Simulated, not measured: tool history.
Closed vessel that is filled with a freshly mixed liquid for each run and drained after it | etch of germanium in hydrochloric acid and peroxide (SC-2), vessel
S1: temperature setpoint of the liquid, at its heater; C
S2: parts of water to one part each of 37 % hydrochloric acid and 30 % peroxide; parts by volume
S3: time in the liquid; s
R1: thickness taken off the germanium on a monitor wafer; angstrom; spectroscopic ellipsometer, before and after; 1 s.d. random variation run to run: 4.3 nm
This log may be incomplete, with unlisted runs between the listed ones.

run	hour	S1	S2	S3	R1
1	0	57	10.5	100	3481.7
2	3	57	10.5	100	3520.1
3	9.7	59	10.5	100	3733.3
4	11.3	59	13	100	3658.1
5	20.1	59	11	100	3765.7
6	23.4	60.5	11	100	3904.1
7	25.8	62	11	100	4028.5
8	27.7	63	11	100	4212.3
9	31.7	64	11	100	4328.7
10	32.7	64.5	11	100	4366.9
11	35.3	64.5	11	100	4392.1
12	39.2	65	11	100	4409.1
13	47.1	65.5	11	100	4549.7

Run 14, settings as shown, results not yet in. Your forecast:
14	55	66	11	100	?

{"run 14": {"R1": 4571.7}}
